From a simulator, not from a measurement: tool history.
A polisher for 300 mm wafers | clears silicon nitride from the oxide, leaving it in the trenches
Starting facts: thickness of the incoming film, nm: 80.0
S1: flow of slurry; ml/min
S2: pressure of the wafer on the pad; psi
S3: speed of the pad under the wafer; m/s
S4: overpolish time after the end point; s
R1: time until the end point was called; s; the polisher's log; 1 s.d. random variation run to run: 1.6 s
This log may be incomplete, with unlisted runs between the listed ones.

run 1 hour=0.0 | S1=200 S2=3.2 S3=0.92 S4=40 | R1=85.907
run 2 hour=4.9 | S1=200 S2=3.0 S3=0.92 S4=40 | R1=93.710
run 3 hour=6.6 | S1=200 S2=3.5 S3=0.92 S4=40 | R1=80.077
run 4 hour=7.3 | S1=200 S2=3.2 S3=0.92 S4=40 | R1=87.533
run 5 hour=9.1 | S1=200 S2=3.0 S3=0.92 S4=40 | R1=91.342
run 6 hour=15.5 | S1=225 S2=3.0 S3=0.92 S4=40 | R1=88.430
run 7 hour=24.1 | S1=215 S2=2.8 S3=0.92 S4=40 | R1=98.465
run 8 hour=28.3 | S1=210 S2=2.7 S3=0.92 S4=40 | R1=101.330

For run 9, what comes out?
run 9 hour=30.9 | S1=205 S2=2.6 S3=0.92 S4=40 | R1=?

{"run 9": {"R1": 103.73}}
